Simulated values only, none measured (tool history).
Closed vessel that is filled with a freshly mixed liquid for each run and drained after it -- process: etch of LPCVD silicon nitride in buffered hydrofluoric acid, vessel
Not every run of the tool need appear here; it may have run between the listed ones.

| run | hour | temperature setpoint of the liquid (C) | parts of 40 % ammonium fluoride to one part of 49 % hydrofluoric acid (parts by volume) | time in the liquid (s) | thickness taken off the LPCVD silicon nitride on a monitor wafer (Å) |
|---|---|---|---|---|---|
| 1 | 0.0 | 22.0 | 9.5 | 1870 | 266.86 |
| 2 | 1.4 | 22.0 | 6.5 | 1870 | 387.01 |
| 3 | 7.0 | 20.5 | 6.5 | 1870 | 355.60 |
| 4 | 13.1 | 19.5 | 6.5 | 1870 | 335.92 |
| 5 | 20.6 | 19.5 | 6.5 | 1995 | 355.19 |
| 6 | 22.3 | 17.5 | 6.5 | 1995 | 319.54 |
| 7 | 30.6 | 17.0 | 6.5 | 1995 | 310.56 |

Run 8, settings as shown, results not yet in. Your forecast:
| 8 | 36.2 | 17.0 | 7.0 | 1995 | ? |

thickness taken off the LPCVD silicon nitride on a monitor wafer (Å): 290.55
